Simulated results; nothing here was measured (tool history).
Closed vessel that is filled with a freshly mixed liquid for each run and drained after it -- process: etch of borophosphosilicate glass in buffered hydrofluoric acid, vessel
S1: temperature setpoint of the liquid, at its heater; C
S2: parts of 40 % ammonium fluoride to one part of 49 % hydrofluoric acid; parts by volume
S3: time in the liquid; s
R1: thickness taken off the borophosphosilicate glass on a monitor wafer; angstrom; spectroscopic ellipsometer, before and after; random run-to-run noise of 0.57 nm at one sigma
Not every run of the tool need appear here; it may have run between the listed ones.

Run 1, day 0.000: S1 24.0 C, S2 12.5 parts by volume, S3 30 s. Result: R1 525.75 angstrom.
Run 2, day 0.171: S1 25.5 C, S2 11.5 parts by volume, S3 30 s. Result: R1 616.75 angstrom.
Run 3, day 0.467: S1 25.5 C, S2 11.5 parts by volume, S3 30 s. Result: R1 615.81 angstrom.
Run 4, day 0.600: S1 25.5 C, S2 9.5 parts by volume, S3 30 s. Result: R1 734.07 angstrom.
Run 5, day 0.842: S1 26.5 C, S2 9.0 parts by volume, S3 30 s. Result: R1 796.72 angstrom.
Run 6, day 1.029: S1 27.5 C, S2 8.5 parts by volume, S3 30 s. Result: R1 893.42 angstrom.
Run 7, day 1.275: S1 28.0 C, S2 8.5 parts by volume, S3 30 s. Result: R1 927.80 angstrom.
Run 8, day 1.542: S1 28.5 C, S2 8.5 parts by volume, S3 30 s. Result: R1 953.67 angstrom.
Run 9, day 1.758: S1 29.0 C, S2 8.5 parts by volume, S3 30 s. Result: R1 964.85 angstrom.
Run 10, day 2.042: S1 29.5 C, S2 8.5 parts by volume, S3 30 s. Result: R1 993.60 angstrom.
Run 11, day 2.350: S1 30.0 C, S2 8.5 parts by volume, S3 30 s. Result: R1 1034.40 angstrom.
Run 12, day 2.462: S1 30.0 C, S2 8.5 parts by volume, S3 30 s. Result: R1 1025.10 angstrom.

Run 13 has not been measured yet. What should we expect?
Run 13, day 2.754: S1 30.0 C, S2 8.5 parts by volume, S3 30 s. Result: R1 ?.

Run 13 produced R1 1014.90 angstrom.

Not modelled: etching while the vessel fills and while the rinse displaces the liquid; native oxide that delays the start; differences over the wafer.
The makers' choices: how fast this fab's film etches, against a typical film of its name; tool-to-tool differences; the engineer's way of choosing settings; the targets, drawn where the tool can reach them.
